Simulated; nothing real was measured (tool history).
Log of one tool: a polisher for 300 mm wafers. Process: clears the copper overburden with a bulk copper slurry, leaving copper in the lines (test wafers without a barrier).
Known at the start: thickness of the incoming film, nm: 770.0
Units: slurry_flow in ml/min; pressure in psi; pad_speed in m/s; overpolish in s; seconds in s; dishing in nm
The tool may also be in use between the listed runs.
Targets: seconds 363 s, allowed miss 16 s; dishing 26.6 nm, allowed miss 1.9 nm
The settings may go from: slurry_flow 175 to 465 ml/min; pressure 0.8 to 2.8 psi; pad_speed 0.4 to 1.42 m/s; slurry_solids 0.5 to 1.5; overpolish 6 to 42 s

Run 1, hour 0: slurry_flow 295 ml/min, pressure 1.8 psi, pad_speed 0.9 m/s, slurry_solids 1, overpolish 21 s. Result: seconds 154.14 s, dishing 48.312 nm.
Run 2, hour 7: slurry_flow 295 ml/min, pressure 1.8 psi, pad_speed 0.8 m/s, slurry_solids 1, overpolish 21 s. Result: seconds 171.06 s, dishing 46.243 nm.
Run 3, hour 15.3: slurry_flow 295 ml/min, pressure 1.6 psi, pad_speed 0.76 m/s, slurry_solids 1, overpolish 20 s. Result: seconds 199.61 s, dishing 39.943 nm.
Run 4, hour 16.1: slurry_flow 295 ml/min, pressure 1.4 psi, pad_speed 0.76 m/s, slurry_solids 1, overpolish 20 s. Result: seconds 214.02 s, dishing 37.912 nm.
Run 5, hour 22.5: slurry_flow 295 ml/min, pressure 1.3 psi, pad_speed 0.7 m/s, slurry_solids 1, overpolish 20 s. Result: seconds 251.22 s, dishing 33.176 nm.
Run 6, hour 26: slurry_flow 295 ml/min, pressure 1.2 psi, pad_speed 0.68 m/s, slurry_solids 1, overpolish 21 s. Result: seconds 273.72 s, dishing 33.879 nm.
Run 7, hour 29: slurry_flow 295 ml/min, pressure 1.1 psi, pad_speed 0.66 m/s, slurry_solids 1, overpolish 21 s. Result: seconds 299.93 s, dishing 29.736 nm.
Run 8, hour 38: slurry_flow 295 ml/min, pressure 1 psi, pad_speed 0.66 m/s, slurry_solids 1, overpolish 21 s. Result: seconds 331.73 s, dishing 27.647 nm.
Run 9, hour 46.5: slurry_flow 295 ml/min, pressure 1 psi, pad_speed 0.66 m/s, slurry_solids 1, overpolish 21 s. Result: seconds 321.43 s, dishing 28.973 nm.

Which of these 5 next moves meets every target?
Run A, hour 55: slurry_flow 345 ml/min, pressure 1.1 psi, pad_speed 0.54 m/s, slurry_solids 0.9, overpolish 21 s. Result: seconds ?, dishing ?.
Run B, hour 55: slurry_flow 215 ml/min, pressure 1.4 psi, pad_speed 0.44 m/s, slurry_solids 0.95, overpolish 24 s. Result: seconds ?, dishing ?.
Run C, hour 55: slurry_flow 395 ml/min, pressure 0.9 psi, pad_speed 0.66 m/s, slurry_solids 0.85, overpolish 26 s. Result: seconds ?, dishing ?.
Run D, hour 55: slurry_flow 310 ml/min, pressure 0.9 psi, pad_speed 0.74 m/s, slurry_solids 0.9, overpolish 23 s. Result: seconds ?, dishing ?.
Run E, hour 55: slurry_flow 335 ml/min, pressure 0.8 psi, pad_speed 0.72 m/s, slurry_solids 1.15, overpolish 30 s. Result: seconds ?, dishing ?.

move  seconds  dishing
   A   369.16   26.452
   B   373.64   29.559
   C   365.01   30.416
   D   332.66   29.811
   E   349.81   33.745
A: meets every target
B: brings the result that was furthest off to its target, and leaves another outside
C: brings the result that was furthest off to its target, and leaves another outside
D: nearer than the last run, and not there yet
E: brings the result that was furthest off to its target, and leaves another outside
Move A is the one to make.
